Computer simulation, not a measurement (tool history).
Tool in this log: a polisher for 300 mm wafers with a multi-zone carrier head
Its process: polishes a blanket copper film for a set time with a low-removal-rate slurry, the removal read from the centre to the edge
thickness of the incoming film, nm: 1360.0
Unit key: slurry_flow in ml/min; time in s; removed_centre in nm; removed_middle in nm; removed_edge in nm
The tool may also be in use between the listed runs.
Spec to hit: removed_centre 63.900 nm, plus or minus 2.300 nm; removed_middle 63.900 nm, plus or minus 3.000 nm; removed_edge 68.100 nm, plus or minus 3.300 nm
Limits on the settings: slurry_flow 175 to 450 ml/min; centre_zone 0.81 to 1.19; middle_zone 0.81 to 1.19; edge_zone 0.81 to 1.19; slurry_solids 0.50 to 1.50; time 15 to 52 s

run 1 hour=0.0 | slurry_flow=290 centre_zone=1.00 middle_zone=1.00 edge_zone=1.00 slurry_solids=1.00 time=33 | removed_centre=76.877 removed_middle=73.883 removed_edge=76.793
run 2 hour=4.9 | slurry_flow=290 centre_zone=0.99 middle_zone=0.99 edge_zone=0.99 slurry_solids=0.95 time=33 | removed_centre=74.323 removed_middle=72.839 removed_edge=72.892
run 3 hour=9.7 | slurry_flow=285 centre_zone=0.98 middle_zone=0.97 edge_zone=0.99 slurry_solids=0.95 time=33 | removed_centre=72.813 removed_middle=70.169 removed_edge=74.680
run 4 hour=10.6 | slurry_flow=285 centre_zone=0.98 middle_zone=0.97 edge_zone=0.99 slurry_solids=0.95 time=26 | removed_centre=58.249 removed_middle=56.744 removed_edge=59.258
run 5 hour=17.2 | slurry_flow=285 centre_zone=0.98 middle_zone=0.98 edge_zone=1.01 slurry_solids=1.00 time=26 | removed_centre=57.194 removed_middle=56.909 removed_edge=59.687
run 6 hour=25.2 | slurry_flow=290 centre_zone=0.99 middle_zone=0.99 edge_zone=1.02 slurry_solids=1.05 time=26 | removed_centre=58.523 removed_middle=58.937 removed_edge=60.994
run 7 hour=33.4 | slurry_flow=290 centre_zone=1.00 middle_zone=0.99 edge_zone=1.03 slurry_solids=1.10 time=26 | removed_centre=60.084 removed_middle=59.741 removed_edge=60.197
run 8 hour=35.2 | slurry_flow=290 centre_zone=1.00 middle_zone=0.99 edge_zone=1.04 slurry_solids=1.10 time=26 | removed_centre=61.901 removed_middle=59.767 removed_edge=60.713
run 9 hour=40.9 | slurry_flow=290 centre_zone=0.99 middle_zone=0.98 edge_zone=1.05 slurry_solids=1.10 time=26 | removed_centre=60.056 removed_middle=59.822 removed_edge=61.983

4 next moves are on the table. One of them brings every result within its allowed miss. Which?
run A hour=46.6 | slurry_flow=300 centre_zone=0.94 middle_zone=1.08 edge_zone=1.04 slurry_solids=1.20 time=28 | removed_centre=? removed_middle=? removed_edge=?
run B hour=46.6 | slurry_flow=270 centre_zone=0.98 middle_zone=0.81 edge_zone=1.14 slurry_solids=1.00 time=28 | removed_centre=? removed_middle=? removed_edge=?
run C hour=46.6 | slurry_flow=375 centre_zone=0.95 middle_zone=0.91 edge_zone=1.03 slurry_solids=1.00 time=29 | removed_centre=? removed_middle=? removed_edge=?
run D hour=46.6 | slurry_flow=290 centre_zone=0.88 middle_zone=1.02 edge_zone=1.14 slurry_solids=1.20 time=27 | removed_centre=? removed_middle=? removed_edge=?

move=A removed_centre=62.130 removed_middle=69.375 removed_edge=67.455
move=B removed_centre=61.086 removed_middle=56.321 removed_edge=67.506
move=C removed_centre=63.893 removed_middle=64.126 removed_edge=68.099
move=D removed_centre=56.347 removed_middle=64.500 removed_edge=67.966
A: the furthest-off result lands on target, but another misses its tolerance
B: the furthest-off result lands on target, but another misses its tolerance
C: every result within its allowed miss
D: the furthest-off result lands on target, but another misses its tolerance
The move that meets every target is C.
